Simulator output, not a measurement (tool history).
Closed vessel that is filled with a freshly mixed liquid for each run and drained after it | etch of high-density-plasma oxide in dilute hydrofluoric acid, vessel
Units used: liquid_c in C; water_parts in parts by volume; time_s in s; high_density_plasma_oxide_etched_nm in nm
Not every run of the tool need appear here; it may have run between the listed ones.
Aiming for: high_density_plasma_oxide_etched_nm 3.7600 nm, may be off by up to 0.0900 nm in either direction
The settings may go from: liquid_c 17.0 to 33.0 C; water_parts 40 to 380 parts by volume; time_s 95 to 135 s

| run | hour | liquid_c | water_parts | time_s | high_density_plasma_oxide_etched_nm |
|---|---|---|---|---|---|
| 1 | 0.0 | 25.0 | 210 | 135 | 3.2596 |
| 2 | 4.2 | 25.0 | 210 | 135 | 3.2384 |
| 3 | 10.8 | 25.0 | 210 | 95 | 2.2834 |
| 4 | 16.2 | 26.5 | 210 | 95 | 2.4059 |
| 5 | 24.5 | 26.5 | 170 | 95 | 3.0886 |
| 6 | 32.9 | 23.0 | 170 | 95 | 2.7278 |
| 7 | 34.7 | 27.0 | 165 | 95 | 3.3007 |
| 8 | 43.4 | 27.5 | 165 | 95 | 3.3537 |

4 candidate next runs follow, results not yet known. Just one meets every target within its allowed miss. Identify it.
| A | 52.1 | 25.5 | 205 | 120 | ? |
| B | 52.1 | 24.5 | 160 | 110 | ? |
| C | 52.1 | 28.5 | 155 | 100 | ? |
| D | 52.1 | 27.5 | 155 | 100 | ? |

| move | high_density_plasma_oxide_etched_nm |
|---|---|
| A | 3.0197 |
| B | 3.5950 |
| C | 3.9362 |
| D | 3.7949 |
A: moves away from the targets compared with the last run
B: nearer the targets than the last run, but a result is still out of spec
C: carries the result that was furthest off beyond its target, to the other side
D: in spec on every target
So the answer is move D, the one that meets all the targets.
